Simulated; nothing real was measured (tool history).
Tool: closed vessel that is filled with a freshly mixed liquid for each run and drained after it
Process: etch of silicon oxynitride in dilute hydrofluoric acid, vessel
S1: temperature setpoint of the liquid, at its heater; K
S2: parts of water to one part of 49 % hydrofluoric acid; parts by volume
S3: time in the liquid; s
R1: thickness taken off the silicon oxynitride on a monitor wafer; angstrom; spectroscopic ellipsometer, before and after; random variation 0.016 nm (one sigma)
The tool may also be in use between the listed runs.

Run 1, day 0.000: S1 295.15 K, S2 105 parts by volume, S3 100 s. Result: R1 38.197 angstrom.
Run 2, day 0.221: S1 293.65 K, S2 105 parts by volume, S3 100 s. Result: R1 35.606 angstrom.
Run 3, day 0.508: S1 295.65 K, S2 105 parts by volume, S3 100 s. Result: R1 39.093 angstrom.
Run 4, day 0.758: S1 294.15 K, S2 105 parts by volume, S3 100 s. Result: R1 36.439 angstrom.
Run 5, day 1.017: S1 292.65 K, S2 105 parts by volume, S3 100 s. Result: R1 33.660 angstrom.
Run 6, day 1.117: S1 295.65 K, S2 105 parts by volume, S3 100 s. Result: R1 39.076 angstrom.

Forecast run 7:
Run 7, day 1.371: S1 294.15 K, S2 105 parts by volume, S3 100 s. Result: R1 ?.

Run 7 gave R1 35.982 angstrom.
